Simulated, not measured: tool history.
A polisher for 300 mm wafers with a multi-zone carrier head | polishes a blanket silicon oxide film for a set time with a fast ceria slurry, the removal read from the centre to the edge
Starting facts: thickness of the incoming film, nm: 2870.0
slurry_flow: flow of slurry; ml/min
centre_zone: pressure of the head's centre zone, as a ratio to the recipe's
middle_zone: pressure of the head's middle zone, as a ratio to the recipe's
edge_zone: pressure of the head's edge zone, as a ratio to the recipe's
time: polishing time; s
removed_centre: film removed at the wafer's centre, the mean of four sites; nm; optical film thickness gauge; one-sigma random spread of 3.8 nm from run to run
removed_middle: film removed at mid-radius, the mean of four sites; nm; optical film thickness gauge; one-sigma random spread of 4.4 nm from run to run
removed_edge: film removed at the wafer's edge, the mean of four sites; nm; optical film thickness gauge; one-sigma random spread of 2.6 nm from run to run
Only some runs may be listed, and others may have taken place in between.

run 1 hour=0 | slurry_flow=255 centre_zone=1 middle_zone=1 edge_zone=1 time=45 | removed_centre=571.56 removed_middle=606.21 removed_edge=591.07
run 2 hour=6.5 | slurry_flow=245 centre_zone=1.01 middle_zone=1.01 edge_zone=0.98 time=42 | removed_centre=543.49 removed_middle=583.51 removed_edge=547.64
run 3 hour=13.9 | slurry_flow=245 centre_zone=1.01 middle_zone=1.01 edge_zone=0.9 time=42 | removed_centre=544.12 removed_middle=576.35 removed_edge=532.79
run 4 hour=21.1 | slurry_flow=245 centre_zone=1.01 middle_zone=1.01 edge_zone=0.9 time=36 | removed_centre=473.18 removed_middle=488.73 removed_edge=457.45
run 5 hour=25.3 | slurry_flow=245 centre_zone=0.93 middle_zone=1.01 edge_zone=0.9 time=36 | removed_centre=436 removed_middle=481.75 removed_edge=455.97
-- hour=30.4 slurry nozzle cleaned
run 6 hour=30.4 | slurry_flow=235 centre_zone=0.95 middle_zone=1.02 edge_zone=0.89 time=34 | removed_centre=432.08 removed_middle=466.61 removed_edge=436.23

Forecast run 7:
run 7 hour=34 | slurry_flow=165 centre_zone=1.04 middle_zone=1.07 edge_zone=0.81 time=21 | removed_centre=? removed_middle=? removed_edge=?

For run 7 the tool returned removed_centre 279.11 nm, removed_middle 291.05 nm, removed_edge 252.35 nm.
